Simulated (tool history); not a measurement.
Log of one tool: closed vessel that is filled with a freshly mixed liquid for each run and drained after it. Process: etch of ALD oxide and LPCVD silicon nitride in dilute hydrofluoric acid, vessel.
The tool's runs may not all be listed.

run,hour,temperature setpoint of the liquid (K),parts of water to one part of 49 % hydrofluoric acid (parts by volume),time in the liquid (s),thickness taken off the ALD oxide on a monitor wafer (nm),thickness taken off the LPCVD silicon nitride on a monitor wafer (nm)
1,0.0,297.15,225,310,14.4980,0.77438
2,6.9,294.65,225,310,13.2310,0.67924
3,12.0,294.65,270,310,10.6930,0.58614
4,20.6,294.65,305,310,9.1505,0.46370
5,23.8,294.15,315,310,8.6031,0.44856
6,31.8,294.15,315,220,6.0462,0.31375

The next listed run, before its measurement:
7,35.0,294.65,315,220,?,?

{"run 7": {"thickness taken off the ALD oxide on a monitor wafer (nm)": 6.1906, "thickness taken off the LPCVD silicon nitride on a monitor wafer (nm)": 0.33108}}

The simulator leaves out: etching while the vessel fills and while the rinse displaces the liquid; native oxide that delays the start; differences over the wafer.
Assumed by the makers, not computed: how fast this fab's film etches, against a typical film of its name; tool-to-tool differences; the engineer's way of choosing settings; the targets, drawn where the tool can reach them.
